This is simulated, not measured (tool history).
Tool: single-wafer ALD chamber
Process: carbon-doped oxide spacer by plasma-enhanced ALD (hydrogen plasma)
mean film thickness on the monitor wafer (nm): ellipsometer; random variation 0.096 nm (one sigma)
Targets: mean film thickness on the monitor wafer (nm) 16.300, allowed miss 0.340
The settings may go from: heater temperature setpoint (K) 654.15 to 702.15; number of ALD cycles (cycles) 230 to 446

run	hour	heater temperature setpoint (K)	number of ALD cycles (cycles)	mean film thickness on the monitor wafer (nm)
1	0.0	678.15	338	18.193
2	7.7	679.15	333	17.686
3	12.4	681.15	331	17.504
4	17.2	681.15	368	19.592
5	19.9	683.15	361	19.346
6	24.7	692.15	361	18.680
7	25.8	700.15	315	15.907
8	28.8	700.15	316	15.888

4 next moves are on the table. One of them brings every result within its allowed miss. Which?
A	31.8	694.15	304	?
B	31.8	697.15	304	?
C	31.8	696.15	322	?
D	31.8	702.15	310	?

move	mean film thickness on the monitor wafer (nm)
A	15.600
B	15.471
C	16.433
D	15.557
A: further off than the last run
B: further off than the last run
C: meets every target
D: further off than the last run
Answer: C
